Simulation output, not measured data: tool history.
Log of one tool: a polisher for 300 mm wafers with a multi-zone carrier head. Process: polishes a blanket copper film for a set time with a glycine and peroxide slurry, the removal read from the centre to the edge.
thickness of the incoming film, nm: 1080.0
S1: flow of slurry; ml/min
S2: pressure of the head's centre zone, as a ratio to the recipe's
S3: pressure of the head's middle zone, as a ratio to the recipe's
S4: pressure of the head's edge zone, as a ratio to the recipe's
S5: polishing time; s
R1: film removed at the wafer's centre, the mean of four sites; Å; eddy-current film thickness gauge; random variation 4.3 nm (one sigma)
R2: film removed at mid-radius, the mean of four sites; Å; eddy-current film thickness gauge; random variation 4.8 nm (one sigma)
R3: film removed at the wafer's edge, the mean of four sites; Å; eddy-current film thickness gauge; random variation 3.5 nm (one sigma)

run	hour	S1	S2	S3	S4	S5	R1	R2	R3
1	0.0	150	1.00	1.00	1.00	75	3175.7	3277.8	3281.0
2	5.3	155	1.00	1.01	1.02	76	3238.1	3325.4	3362.3
3	14.2	155	1.00	1.01	0.95	76	3249.7	3375.1	3204.5
4	18.8	155	1.00	1.06	0.95	76	3214.4	3533.6	3315.2
5	27.0	160	1.01	1.07	0.97	76	3230.4	3584.5	3341.6
6	34.7	160	0.97	1.07	0.97	76	3176.7	3550.6	3322.7

Run 7 comes next. What will it give?
7	35.9	165	0.98	1.08	0.99	77	?	?	?

Run 7 gave R1 3252.4 Å, R2 3620.5 Å, R3 3436.8 Å.
